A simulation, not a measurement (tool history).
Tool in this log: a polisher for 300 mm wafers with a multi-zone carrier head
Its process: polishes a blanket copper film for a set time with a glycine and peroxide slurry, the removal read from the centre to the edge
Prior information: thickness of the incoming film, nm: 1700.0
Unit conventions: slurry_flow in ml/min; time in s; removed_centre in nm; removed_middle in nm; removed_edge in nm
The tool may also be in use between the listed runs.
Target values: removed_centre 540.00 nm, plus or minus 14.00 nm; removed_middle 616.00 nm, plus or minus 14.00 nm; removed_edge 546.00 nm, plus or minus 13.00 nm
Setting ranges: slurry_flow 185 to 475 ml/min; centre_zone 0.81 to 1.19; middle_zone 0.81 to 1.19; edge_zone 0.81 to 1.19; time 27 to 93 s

run	hour	slurry_flow	centre_zone	middle_zone	edge_zone	time	removed_centre	removed_middle	removed_edge
1	0.0	305	1.00	1.00	1.00	59	379.05	384.64	382.80
2	2.7	305	1.03	1.00	1.00	59	387.76	382.43	383.53
3	9.3	305	1.03	1.06	1.00	59	389.90	402.70	386.16
4	11.0	275	1.03	1.06	1.00	59	387.03	399.04	383.49
5	11.7	275	0.98	1.06	1.00	59	363.50	398.60	379.55
6	16.4	275	0.91	1.06	1.00	59	339.45	398.63	382.53
7	18.7	310	0.95	1.10	1.02	64	390.22	449.34	420.76
8	22.4	315	0.97	1.13	1.03	69	427.27	497.02	449.28
9	30.7	325	0.99	1.15	1.05	72	459.59	520.27	484.87
10	32.9	335	1.00	1.16	1.04	75	488.74	556.70	496.63
11	40.9	335	1.00	1.16	1.04	75	486.60	553.17	499.28
12	47.8	345	1.00	1.17	1.04	77	501.09	579.36	512.88
13	51.9	350	1.01	1.18	1.05	78	513.53	585.10	520.48

5 next moves are on the table. One of them brings every result within its allowed miss. Which?
A	56.0	365	1.04	1.19	1.00	80	?	?	?
B	56.0	270	0.93	1.19	0.97	87	?	?	?
C	56.0	325	0.98	1.13	0.97	85	?	?	?
D	56.0	385	0.99	1.19	0.85	83	?	?	?
E	56.0	320	0.97	1.19	0.96	86	?	?	?

move	removed_centre	removed_middle	removed_edge
A	541.54	607.75	526.40
B	508.51	641.12	551.05
C	535.41	611.88	547.25
D	537.25	633.65	508.99
E	535.45	645.67	549.95
A: puts the biggest miss on target and leaves a different result outside tolerance
B: takes the biggest miss from the last run beyond its target
C: all results in spec
D: takes the biggest miss from the last run beyond its target
E: takes the biggest miss from the last run beyond its target
C is the move that brings every result within its allowed miss.
